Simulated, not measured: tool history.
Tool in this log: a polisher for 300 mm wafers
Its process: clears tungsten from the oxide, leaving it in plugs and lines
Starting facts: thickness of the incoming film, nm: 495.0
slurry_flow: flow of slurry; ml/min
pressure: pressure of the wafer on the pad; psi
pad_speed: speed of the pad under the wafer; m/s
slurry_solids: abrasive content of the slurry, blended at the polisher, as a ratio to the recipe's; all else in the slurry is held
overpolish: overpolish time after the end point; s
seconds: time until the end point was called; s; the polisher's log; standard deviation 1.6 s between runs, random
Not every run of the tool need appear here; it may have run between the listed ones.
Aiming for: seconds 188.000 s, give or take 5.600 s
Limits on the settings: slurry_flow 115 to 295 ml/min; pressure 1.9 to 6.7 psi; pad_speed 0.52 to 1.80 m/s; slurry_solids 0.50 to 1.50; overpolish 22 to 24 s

run 1 hour=0.0 | slurry_flow=190 pressure=4.3 pad_speed=1.16 slurry_solids=1.00 overpolish=22 | seconds=74.314
run 2 hour=5.3 | slurry_flow=190 pressure=4.3 pad_speed=1.34 slurry_solids=1.00 overpolish=22 | seconds=66.378
run 3 hour=6.6 | slurry_flow=190 pressure=4.3 pad_speed=1.34 slurry_solids=1.00 overpolish=24 | seconds=65.679
run 4 hour=10.9 | slurry_flow=190 pressure=4.3 pad_speed=1.34 slurry_solids=1.15 overpolish=24 | seconds=64.027
run 5 hour=12.5 | slurry_flow=205 pressure=4.3 pad_speed=1.34 slurry_solids=1.15 overpolish=24 | seconds=64.205
run 6 hour=16.6 | slurry_flow=205 pressure=3.6 pad_speed=1.14 slurry_solids=1.15 overpolish=24 | seconds=87.048
run 7 hour=21.9 | slurry_flow=205 pressure=3.1 pad_speed=1.00 slurry_solids=1.15 overpolish=24 | seconds=115.360
run 8 hour=29.8 | slurry_flow=205 pressure=3.1 pad_speed=1.00 slurry_solids=1.15 overpolish=24 | seconds=114.100
run 9 hour=38.6 | slurry_flow=200 pressure=2.7 pad_speed=0.94 slurry_solids=1.15 overpolish=24 | seconds=136.800
run 10 hour=43.8 | slurry_flow=185 pressure=2.5 pad_speed=0.92 slurry_solids=1.15 overpolish=24 | seconds=150.150
run 11 hour=47.2 | slurry_flow=170 pressure=2.3 pad_speed=0.92 slurry_solids=1.15 overpolish=24 | seconds=166.280
run 12 hour=50.1 | slurry_flow=155 pressure=2.3 pad_speed=0.92 slurry_solids=1.15 overpolish=24 | seconds=171.060
run 13 hour=56.3 | slurry_flow=145 pressure=2.3 pad_speed=0.92 slurry_solids=1.15 overpolish=24 | seconds=170.060
run 14 hour=63.5 | slurry_flow=140 pressure=2.2 pad_speed=0.92 slurry_solids=1.15 overpolish=24 | seconds=179.900
run 15 hour=66.6 | slurry_flow=135 pressure=2.2 pad_speed=0.92 slurry_solids=1.15 overpolish=24 | seconds=182.230

Below are 4 possible settings for the next run. Only one of them brings all results inside the allowed miss of their targets. Which is it?
run A hour=69.7 | slurry_flow=115 pressure=1.9 pad_speed=1.02 slurry_solids=1.50 overpolish=24 | seconds=?
run B hour=69.7 | slurry_flow=135 pressure=2.3 pad_speed=0.90 slurry_solids=1.30 overpolish=24 | seconds=?
run C hour=69.7 | slurry_flow=135 pressure=2.1 pad_speed=0.98 slurry_solids=1.35 overpolish=22 | seconds=?
run D hour=69.7 | slurry_flow=125 pressure=2.5 pad_speed=0.86 slurry_solids=1.15 overpolish=24 | seconds=?

move=A seconds=186.800
move=B seconds=173.310
move=C seconds=173.580
move=D seconds=174.570
A: every result within its allowed miss
B: the biggest miss grows against the last run
C: the biggest miss grows against the last run
D: the biggest miss grows against the last run
Correct choice: A, which meets every target
